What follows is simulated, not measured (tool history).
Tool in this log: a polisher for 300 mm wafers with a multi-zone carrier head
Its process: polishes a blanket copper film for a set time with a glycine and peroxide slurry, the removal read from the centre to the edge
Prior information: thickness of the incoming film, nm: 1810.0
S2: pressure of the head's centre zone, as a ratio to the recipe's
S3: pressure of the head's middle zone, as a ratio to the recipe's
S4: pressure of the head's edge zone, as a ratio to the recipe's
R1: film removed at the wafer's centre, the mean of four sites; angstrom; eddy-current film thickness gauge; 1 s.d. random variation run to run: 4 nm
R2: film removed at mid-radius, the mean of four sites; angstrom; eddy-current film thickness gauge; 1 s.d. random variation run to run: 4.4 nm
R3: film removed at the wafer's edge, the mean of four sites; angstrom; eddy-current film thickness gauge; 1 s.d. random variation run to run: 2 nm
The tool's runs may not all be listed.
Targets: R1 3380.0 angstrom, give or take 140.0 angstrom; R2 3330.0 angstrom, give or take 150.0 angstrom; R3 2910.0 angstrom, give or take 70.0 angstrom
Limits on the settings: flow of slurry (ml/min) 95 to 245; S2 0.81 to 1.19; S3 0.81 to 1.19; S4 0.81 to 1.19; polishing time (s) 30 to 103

{"run": 1, "day": 0.0, "flow of slurry (ml/min)": 155, "S2": 1.0, "S3": 1.0, "S4": 1.0, "polishing time (s)": 66, "R1": 3900.4, "R2": 3935.2, "R3": 3780.7}
{"run": 2, "day": 0.329, "flow of slurry (ml/min)": 150, "S2": 1.0, "S3": 1.0, "S4": 0.98, "polishing time (s)": 65, "R1": 3792.3, "R2": 3878.6, "R3": 3711.6}
{"run": 3, "day": 0.567, "flow of slurry (ml/min)": 150, "S2": 1.01, "S3": 1.0, "S4": 0.97, "polishing time (s)": 63, "R1": 3715.2, "R2": 3620.0, "R3": 3571.5}
{"run": 4, "day": 0.621, "flow of slurry (ml/min)": 150, "S2": 1.01, "S3": 1.0, "S4": 1.05, "polishing time (s)": 63, "R1": 3664.1, "R2": 3687.1, "R3": 3693.2}
{"run": 5, "day": 0.821, "flow of slurry (ml/min)": 150, "S2": 1.01, "S3": 1.01, "S4": 1.02, "polishing time (s)": 62, "R1": 3628.6, "R2": 3663.1, "R3": 3572.1}
{"run": 6, "day": 0.992, "flow of slurry (ml/min)": 150, "S2": 1.01, "S3": 1.01, "S4": 0.98, "polishing time (s)": 62, "R1": 3599.4, "R2": 3659.2, "R3": 3547.2}
{"run": 7, "day": 1.096, "flow of slurry (ml/min)": 155, "S2": 1.03, "S3": 1.02, "S4": 0.96, "polishing time (s)": 61, "R1": 3585.0, "R2": 3603.6, "R3": 3488.4}
{"run": 8, "day": 1.221, "flow of slurry (ml/min)": 160, "S2": 1.05, "S3": 1.04, "S4": 0.94, "polishing time (s)": 60, "R1": 3759.7, "R2": 3625.0, "R3": 3383.6}
{"run": 9, "day": 1.5, "flow of slurry (ml/min)": 155, "S2": 1.05, "S3": 1.05, "S4": 0.93, "polishing time (s)": 59, "R1": 3617.4, "R2": 3573.5, "R3": 3262.7}
{"run": 10, "day": 1.654, "flow of slurry (ml/min)": 150, "S2": 1.05, "S3": 1.05, "S4": 0.92, "polishing time (s)": 59, "R1": 3613.4, "R2": 3585.8, "R3": 3284.3}
{"run": 11, "day": 1.904, "flow of slurry (ml/min)": 150, "S2": 1.05, "S3": 1.05, "S4": 0.91, "polishing time (s)": 58, "R1": 3543.0, "R2": 3520.8, "R3": 3202.4}
{"run": 12, "day": 2.096, "flow of slurry (ml/min)": 145, "S2": 1.05, "S3": 1.05, "S4": 0.9, "polishing time (s)": 58, "R1": 3497.6, "R2": 3570.2, "R3": 3143.9}
{"run": 13, "day": 2.146, "flow of slurry (ml/min)": 140, "S2": 1.05, "S3": 1.04, "S4": 0.89, "polishing time (s)": 58, "R1": 3485.9, "R2": 3386.9, "R3": 3136.8}

Which of these 4 next moves meets every target?
{"run": "A", "day": 2.196, "flow of slurry (ml/min)": 160, "S2": 1.0, "S3": 0.96, "S4": 0.92, "polishing time (s)": 55, "R1": "?", "R2": "?", "R3": "?"}
{"run": "B", "day": 2.196, "flow of slurry (ml/min)": 135, "S2": 1.08, "S3": 1.08, "S4": 0.82, "polishing time (s)": 56, "R1": "?", "R2": "?", "R3": "?"}
{"run": "C", "day": 2.196, "flow of slurry (ml/min)": 120, "S2": 1.01, "S3": 0.95, "S4": 0.86, "polishing time (s)": 65, "R1": "?", "R2": "?", "R3": "?"}
{"run": "D", "day": 2.196, "flow of slurry (ml/min)": 155, "S2": 1.15, "S3": 1.05, "S4": 0.89, "polishing time (s)": 55, "R1": "?", "R2": "?", "R3": "?"}

move=A R1=3239.2 R2=3218.7 R3=3047.6
move=B R1=3417.7 R2=3440.4 R3=2884.7
move=C R1=3605.3 R2=3553.2 R3=3353.4
move=D R1=3678.8 R2=3404.4 R3=2989.8
A: closes in on the targets versus the last run, not all within tolerance yet
B: meets every target
C: moves away from the targets compared with the last run
D: closes in on the targets versus the last run, not all within tolerance yet
The right move is B.
